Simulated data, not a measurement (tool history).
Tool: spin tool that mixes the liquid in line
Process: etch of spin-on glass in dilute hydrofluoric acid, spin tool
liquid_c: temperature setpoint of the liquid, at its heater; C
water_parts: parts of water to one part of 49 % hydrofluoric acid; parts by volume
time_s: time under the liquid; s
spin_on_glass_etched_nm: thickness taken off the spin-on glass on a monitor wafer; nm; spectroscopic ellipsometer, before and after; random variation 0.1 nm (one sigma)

| run | day | liquid_c | water_parts | time_s | spin_on_glass_etched_nm |
|---|---|---|---|---|---|
| 1 | 0 | 24 | 115 | 110 | 25.45 |
| 2 | 0.317 | 22.5 | 120 | 110 | 22.329 |
| 3 | 0.488 | 22.5 | 120 | 120 | 24.726 |
| 4 | 0.692 | 21.5 | 125 | 120 | 22.535 |
| 5 | 0.812 | 21.5 | 125 | 120 | 22.65 |
| 6 | 0.975 | 20.5 | 125 | 120 | 21.622 |
| 7 | 1.196 | 20 | 130 | 120 | 20.161 |
| 8 | 1.342 | 19.5 | 135 | 120 | 19.034 |
| 9 | 1.55 | 19 | 135 | 120 | 18.579 |
| 10 | 1.638 | 18.5 | 135 | 120 | 18.114 |
| 11 | 1.883 | 18 | 135 | 120 | 17.812 |

The next listed run, before its measurement:
| 12 | 1.958 | 17.5 | 140 | 120 | ? |

{"run 12": {"spin_on_glass_etched_nm": 16.98}}
